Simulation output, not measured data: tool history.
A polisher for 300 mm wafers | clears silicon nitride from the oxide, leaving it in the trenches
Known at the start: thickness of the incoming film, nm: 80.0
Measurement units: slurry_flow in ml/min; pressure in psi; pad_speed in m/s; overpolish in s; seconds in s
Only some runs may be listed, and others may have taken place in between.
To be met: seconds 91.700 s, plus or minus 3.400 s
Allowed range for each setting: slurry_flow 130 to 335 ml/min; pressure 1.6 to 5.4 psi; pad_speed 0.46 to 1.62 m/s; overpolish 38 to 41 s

{"run": 1, "hour": 0.0, "slurry_flow": 215, "pressure": 3.5, "pad_speed": 1.04, "overpolish": 38, "seconds": 60.422}
{"run": 2, "hour": 7.7, "slurry_flow": 215, "pressure": 3.3, "pad_speed": 1.04, "overpolish": 38, "seconds": 63.578}
{"run": 3, "hour": 8.4, "slurry_flow": 215, "pressure": 3.1, "pad_speed": 1.04, "overpolish": 38, "seconds": 67.137}
{"run": 4, "hour": 10.4, "slurry_flow": 215, "pressure": 3.0, "pad_speed": 1.04, "overpolish": 38, "seconds": 70.838}
{"run": 5, "hour": 18.6, "slurry_flow": 215, "pressure": 3.0, "pad_speed": 1.04, "overpolish": 41, "seconds": 69.867}
{"run": 6, "hour": 19.2, "slurry_flow": 215, "pressure": 3.4, "pad_speed": 1.04, "overpolish": 41, "seconds": 61.379}
{"run": 7, "hour": 26.1, "slurry_flow": 215, "pressure": 3.2, "pad_speed": 1.04, "overpolish": 41, "seconds": 65.138}
{"hour": 28.0, "done": "slurry nozzle cleaned"}
{"run": 8, "hour": 28.0, "slurry_flow": 215, "pressure": 3.1, "pad_speed": 1.04, "overpolish": 41, "seconds": 63.145}
{"run": 9, "hour": 36.9, "slurry_flow": 215, "pressure": 2.9, "pad_speed": 1.04, "overpolish": 41, "seconds": 68.204}
{"run": 10, "hour": 43.5, "slurry_flow": 215, "pressure": 2.7, "pad_speed": 1.04, "overpolish": 41, "seconds": 73.605}
{"run": 11, "hour": 49.4, "slurry_flow": 215, "pressure": 2.6, "pad_speed": 1.04, "overpolish": 41, "seconds": 77.287}
{"run": 12, "hour": 54.1, "slurry_flow": 215, "pressure": 2.5, "pad_speed": 1.04, "overpolish": 41, "seconds": 78.552}
{"run": 13, "hour": 57.7, "slurry_flow": 215, "pressure": 2.4, "pad_speed": 1.04, "overpolish": 41, "seconds": 83.148}

Next run, 5 choices. One meets every target within its allowed miss, the rest don't. Which?
{"run": "A", "hour": 61.3, "slurry_flow": 235, "pressure": 2.2, "pad_speed": 1.18, "overpolish": 41, "seconds": "?"}
{"run": "B", "hour": 61.3, "slurry_flow": 185, "pressure": 2.6, "pad_speed": 1.06, "overpolish": 38, "seconds": "?"}
{"run": "C", "hour": 61.3, "slurry_flow": 215, "pressure": 2.6, "pad_speed": 0.94, "overpolish": 38, "seconds": "?"}
{"run": "D", "hour": 61.3, "slurry_flow": 130, "pressure": 2.5, "pad_speed": 0.98, "overpolish": 38, "seconds": "?"}
{"run": "E", "hour": 61.3, "slurry_flow": 225, "pressure": 1.9, "pad_speed": 1.24, "overpolish": 40, "seconds": "?"}

move=A seconds=77.387
move=B seconds=75.688
move=C seconds=83.179
move=D seconds=90.947
move=E seconds=85.212
A: further off than the last run
B: further off than the last run
C: no better and no worse than the last run
D: every result within its allowed miss
E: nearer than the last run, and not there yet
Correct choice: D, which meets every target
